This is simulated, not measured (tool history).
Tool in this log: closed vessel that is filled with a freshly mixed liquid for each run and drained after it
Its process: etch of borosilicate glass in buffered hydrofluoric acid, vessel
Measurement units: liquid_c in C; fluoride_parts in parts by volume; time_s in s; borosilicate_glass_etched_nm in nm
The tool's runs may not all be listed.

run	hour	liquid_c	fluoride_parts	time_s	borosilicate_glass_etched_nm
1	0	21	18	90	46.032
2	9.3	22	16.5	90	53.418
3	15.1	23	15.5	90	59.59
4	18.3	23.5	14.5	90	65.529
5	26.2	23.5	14.5	90	64.917
6	35.2	23.5	17.5	90	53.997
7	41.6	24	16.5	90	59.421
8	48.8	24.5	15.5	90	64.497
9	54.4	25	14.5	90	70.22
10	55.7	25.5	13.5	90	78.183

The next listed run, before its measurement:
11	59.4	26	13	90	?

borosilicate_glass_etched_nm: 82.683 nm

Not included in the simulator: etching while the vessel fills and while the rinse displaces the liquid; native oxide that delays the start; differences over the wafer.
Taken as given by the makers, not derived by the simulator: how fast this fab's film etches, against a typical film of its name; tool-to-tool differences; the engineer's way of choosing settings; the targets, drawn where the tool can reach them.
